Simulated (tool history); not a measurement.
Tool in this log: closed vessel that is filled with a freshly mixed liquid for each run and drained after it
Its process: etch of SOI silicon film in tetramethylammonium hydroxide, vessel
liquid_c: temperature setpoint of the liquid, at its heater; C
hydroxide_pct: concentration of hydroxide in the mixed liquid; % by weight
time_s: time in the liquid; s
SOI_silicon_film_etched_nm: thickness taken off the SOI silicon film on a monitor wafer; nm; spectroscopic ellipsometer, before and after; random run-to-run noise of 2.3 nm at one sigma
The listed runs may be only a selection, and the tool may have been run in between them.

run 1 hour=0 | liquid_c=71 hydroxide_pct=17.5 time_s=90 | SOI_silicon_film_etched_nm=577.93
run 2 hour=6 | liquid_c=67.5 hydroxide_pct=17.5 time_s=90 | SOI_silicon_film_etched_nm=470.37
run 3 hour=10 | liquid_c=67.5 hydroxide_pct=17.5 time_s=95 | SOI_silicon_film_etched_nm=499.67
run 4 hour=11.1 | liquid_c=67.5 hydroxide_pct=14 time_s=95 | SOI_silicon_film_etched_nm=545.44
run 5 hour=15.8 | liquid_c=68 hydroxide_pct=14 time_s=95 | SOI_silicon_film_etched_nm=561.03
run 6 hour=16.5 | liquid_c=68 hydroxide_pct=14 time_s=95 | SOI_silicon_film_etched_nm=559.55
run 7 hour=24.9 | liquid_c=68.5 hydroxide_pct=14 time_s=95 | SOI_silicon_film_etched_nm=578.69

Estimate the outcome of run 8 from the log above:
run 8 hour=28.6 | liquid_c=69 hydroxide_pct=14 time_s=95 | SOI_silicon_film_etched_nm=?

{"run 8": {"SOI_silicon_film_etched_nm": 598.52}}
